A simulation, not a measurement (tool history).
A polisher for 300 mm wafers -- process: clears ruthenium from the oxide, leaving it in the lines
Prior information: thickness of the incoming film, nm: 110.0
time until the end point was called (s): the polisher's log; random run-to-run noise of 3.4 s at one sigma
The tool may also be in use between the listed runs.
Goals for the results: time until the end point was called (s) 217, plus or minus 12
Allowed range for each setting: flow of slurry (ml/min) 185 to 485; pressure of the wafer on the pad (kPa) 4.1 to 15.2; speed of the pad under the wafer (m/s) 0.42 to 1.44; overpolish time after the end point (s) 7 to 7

| run | hour | flow of slurry (ml/min) | pressure of the wafer on the pad (kPa) | speed of the pad under the wafer (m/s) | overpolish time after the end point (s) | time until the end point was called (s) |
|---|---|---|---|---|---|---|
| 1 | 0 | 310 | 9.7 | 0.92 | 7 | 134.03 |
| 2 | 8.8 | 365 | 9.7 | 0.92 | 7 | 131.57 |
| 3 | 11.2 | 365 | 9.7 | 0.92 | 7 | 130.61 |
| 4 | 18.2 | 415 | 9.7 | 0.92 | 7 | 132.09 |
| 5 | 19.1 | 415 | 10.3 | 0.92 | 7 | 123.58 |
| 6 | 25.7 | 415 | 9 | 0.9 | 7 | 137.55 |
| 7 | 29.4 | 415 | 7.6 | 0.86 | 7 | 170.85 |
| 8 | 38.3 | 415 | 7.6 | 0.86 | 7 | 163.67 |
| 9 | 41.4 | 415 | 6.9 | 0.84 | 7 | 190.32 |
| 10 | 46.4 | 415 | 6.2 | 0.84 | 7 | 207.75 |

Which of these 5 next moves meets every target?
| A | 51.4 | 485 | 8.3 | 0.74 | 7 | ? |
| B | 51.4 | 390 | 5.5 | 1 | 7 | ? |
| C | 51.4 | 480 | 7.6 | 0.66 | 7 | ? |
| D | 51.4 | 355 | 6.9 | 0.84 | 7 | ? |
| E | 51.4 | 430 | 5.5 | 0.98 | 7 | ? |

| move | time until the end point was called (s) |
|---|---|
| A | 180.1 |
| B | 188.48 |
| C | 216.06 |
| D | 188.8 |
| E | 190.95 |
A: the biggest miss grows against the last run
B: the biggest miss grows against the last run
C: all results land within tolerance of their targets
D: the biggest miss grows against the last run
E: the biggest miss grows against the last run
The move that meets every target is C.
